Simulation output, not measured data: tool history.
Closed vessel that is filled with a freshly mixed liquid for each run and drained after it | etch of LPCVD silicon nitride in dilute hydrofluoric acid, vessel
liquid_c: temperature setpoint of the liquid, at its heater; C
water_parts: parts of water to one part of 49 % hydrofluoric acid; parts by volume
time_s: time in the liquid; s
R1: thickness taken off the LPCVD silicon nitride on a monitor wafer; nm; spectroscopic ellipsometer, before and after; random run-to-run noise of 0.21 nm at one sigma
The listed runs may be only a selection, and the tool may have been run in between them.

Run 1, hour 0.0: liquid_c 24.0 C, water_parts 235 parts by volume, time_s 2715 s. Result: R1 6.0964 nm.
Run 2, hour 4.3: liquid_c 24.0 C, water_parts 305 parts by volume, time_s 2715 s. Result: R1 4.6389 nm.
Run 3, hour 7.9: liquid_c 24.0 C, water_parts 305 parts by volume, time_s 2925 s. Result: R1 4.9754 nm.
Run 4, hour 13.4: liquid_c 25.0 C, water_parts 275 parts by volume, time_s 2925 s. Result: R1 5.8651 nm.
Run 5, hour 19.7: liquid_c 25.0 C, water_parts 220 parts by volume, time_s 2925 s. Result: R1 7.3530 nm.
Run 6, hour 27.2: liquid_c 23.0 C, water_parts 220 parts by volume, time_s 2925 s. Result: R1 6.5653 nm.
Run 7, hour 32.4: liquid_c 24.0 C, water_parts 200 parts by volume, time_s 2925 s. Result: R1 7.5573 nm.
Run 8, hour 35.5: liquid_c 28.0 C, water_parts 105 parts by volume, time_s 2925 s. Result: R1 18.7220 nm.
Run 9, hour 43.7: liquid_c 28.5 C, water_parts 105 parts by volume, time_s 2925 s. Result: R1 19.2350 nm.

Predict the results of run 10:
Run 10, hour 49.9: liquid_c 29.0 C, water_parts 105 parts by volume, time_s 2925 s. Result: R1 ?.

For run 10 the tool returned R1 20.0500 nm.

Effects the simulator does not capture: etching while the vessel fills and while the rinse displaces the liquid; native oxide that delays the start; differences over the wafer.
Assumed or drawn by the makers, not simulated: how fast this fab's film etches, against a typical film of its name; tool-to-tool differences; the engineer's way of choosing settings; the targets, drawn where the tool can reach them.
